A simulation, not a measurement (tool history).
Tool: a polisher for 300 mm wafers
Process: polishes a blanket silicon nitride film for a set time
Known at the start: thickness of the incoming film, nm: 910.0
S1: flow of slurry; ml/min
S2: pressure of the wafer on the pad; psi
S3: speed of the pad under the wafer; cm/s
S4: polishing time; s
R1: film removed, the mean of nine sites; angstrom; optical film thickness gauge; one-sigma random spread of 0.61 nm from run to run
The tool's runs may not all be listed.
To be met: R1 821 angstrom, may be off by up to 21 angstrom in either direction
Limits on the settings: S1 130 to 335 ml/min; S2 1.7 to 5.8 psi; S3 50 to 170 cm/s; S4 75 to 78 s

run 1 hour=0 | S1=215 S2=3.7 S3=110 S4=75 | R1=1237.5
run 2 hour=9 | S1=215 S2=3.7 S3=110 S4=78 | R1=1307.5
run 3 hour=16.3 | S1=215 S2=3.7 S3=110 S4=78 | R1=1294.1
run 4 hour=18.3 | S1=190 S2=3.7 S3=110 S4=78 | R1=1288.4
run 5 hour=19.2 | S1=190 S2=3.7 S3=110 S4=78 | R1=1265.4
run 6 hour=27.9 | S1=190 S2=3.7 S3=126 S4=78 | R1=1439.4
run 7 hour=33.7 | S1=185 S2=3.1 S3=126 S4=78 | R1=1194.2
run 8 hour=36 | S1=180 S2=2.8 S3=126 S4=78 | R1=1083.3
run 9 hour=42.8 | S1=160 S2=1.8 S3=126 S4=78 | R1=708.29
run 10 hour=45.9 | S1=185 S2=1.8 S3=126 S4=78 | R1=712.13
run 11 hour=54.9 | S1=185 S2=2.4 S3=126 S4=78 | R1=946.32
run 12 hour=57.8 | S1=170 S2=2.3 S3=126 S4=78 | R1=886.42
run 13 hour=66.1 | S1=170 S2=2.2 S3=126 S4=78 | R1=842.66
run 14 hour=68.4 | S1=165 S2=2.2 S3=126 S4=78 | R1=845.34
run 15 hour=77 | S1=165 S2=2.2 S3=126 S4=78 | R1=850.08

4 candidate next runs follow, results not yet known. Just one meets every target within its allowed miss. Identify it.
run A hour=85.6 | S1=170 S2=2.2 S3=142 S4=76 | R1=?
run B hour=85.6 | S1=195 S2=2.4 S3=106 S4=75 | R1=?
run C hour=85.6 | S1=175 S2=2.1 S3=144 S4=75 | R1=?
run D hour=85.6 | S1=160 S2=2.4 S3=116 S4=75 | R1=?

move=A R1=907.83
move=B R1=785.79
move=C R1=870.66
move=D R1=819.96
A: moves away from the targets compared with the last run
B: carries the result that was furthest off beyond its target, to the other side
C: moves away from the targets compared with the last run
D: hits every target within its allowed miss
Correct choice: D, which meets every target
